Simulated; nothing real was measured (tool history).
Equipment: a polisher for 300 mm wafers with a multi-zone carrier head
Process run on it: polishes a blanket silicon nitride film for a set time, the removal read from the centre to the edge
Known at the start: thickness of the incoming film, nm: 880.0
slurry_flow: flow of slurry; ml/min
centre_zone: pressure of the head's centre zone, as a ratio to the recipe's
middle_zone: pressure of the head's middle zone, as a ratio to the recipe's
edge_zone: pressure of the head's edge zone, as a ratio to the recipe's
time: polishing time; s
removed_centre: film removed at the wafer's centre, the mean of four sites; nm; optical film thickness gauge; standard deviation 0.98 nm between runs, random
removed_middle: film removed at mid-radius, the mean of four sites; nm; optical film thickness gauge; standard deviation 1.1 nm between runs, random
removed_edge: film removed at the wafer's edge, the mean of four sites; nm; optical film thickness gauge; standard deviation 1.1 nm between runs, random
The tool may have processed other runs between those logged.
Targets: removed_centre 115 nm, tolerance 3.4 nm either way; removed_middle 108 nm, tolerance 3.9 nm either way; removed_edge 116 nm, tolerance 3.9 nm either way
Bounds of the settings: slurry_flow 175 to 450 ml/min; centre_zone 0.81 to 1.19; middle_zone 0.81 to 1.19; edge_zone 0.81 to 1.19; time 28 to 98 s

run   hour  slurry_flow  centre_zone  middle_zone  edge_zone  time  removed_centre  removed_middle  removed_edge
  1      0          290            1            1          1    63          193.15          195.06         190.8
  2    3.3          290            1            1          1    51          158.06           153.6         153.9
  3      7          290         0.99         0.98       0.98    49          148.84           143.8        147.53
  4    9.9          290         0.99         0.98       0.98    64          194.36          191.79        193.78
  5   17.5          290         0.98         0.97       0.97    60          179.69           176.8        177.64
  6   20.5          290         0.98         1.03       0.97    60          181.62          186.01        181.62
  7   27.1          290         0.98         1.03       0.97    60          180.11          188.99         180.3
  8   33.5          290         0.97         1.01       0.96    57          169.95          177.84        169.19
  9   39.3          285         0.96         0.99       0.96    55          164.25          163.22         166.4
 10   47.9          285         0.96         0.99       0.96    55          159.44          168.54         163.2
 11   50.2          285         0.96         0.97       0.96    53          155.95          154.33        158.27
 12   55.2          290         0.96         0.96       0.95    51          151.92           147.4        153.27
 13   57.6          285         0.96         0.96       0.94    49          142.84          147.38        144.92
 14   66.2          285         0.96         0.96       0.94    49          145.96           143.9         144.6
 15   68.2          280         0.95         0.94       0.93    48          140.17           137.4        141.41
 16   75.2          275         0.94         0.93       0.92    47          132.95          133.25        135.73
 17   80.2          265         0.94         0.91       0.91    47          133.64          131.06        135.67
 18   87.3          260         0.94          0.9        0.9    46          130.22          127.62        130.18
 19   94.3          255         0.94         0.89        0.9    45          128.22           122.3        129.08
 20  102.1          250         0.94         0.88       0.89    45          127.29           122.6        129.22
 21  103.4          250         0.94         0.87       0.88    44           124.9          116.68        125.43

5 candidate next runs follow, results not yet known. Just one meets every target within its allowed miss. Identify it.
  A  104.7          190         0.84         0.89       0.96    46               ?               ?             ?
  B  104.7          280         0.97          0.9       0.97    39               ?               ?             ?
  C  104.7          275         1.06         0.85       0.86    39               ?               ?             ?
  D  104.7          345         1.07         0.91       0.82    38               ?               ?             ?
  E  104.7          255         0.92         0.81       0.91    40               ?               ?             ?

move  removed_centre  removed_middle  removed_edge
   A          112.25          120.21        132.13
   B           116.5          108.27        117.03
   C          127.03          103.05         110.6
   D          128.11          108.62        107.24
   E           111.9          100.79        115.69
A: gets the furthest-off result to its target, but another result is out of tolerance
B: meets every target
C: misses by more than the last run did
D: misses by more than the last run did
E: gets the furthest-off result to its target, but another result is out of tolerance
Go with B: it meets all targets.
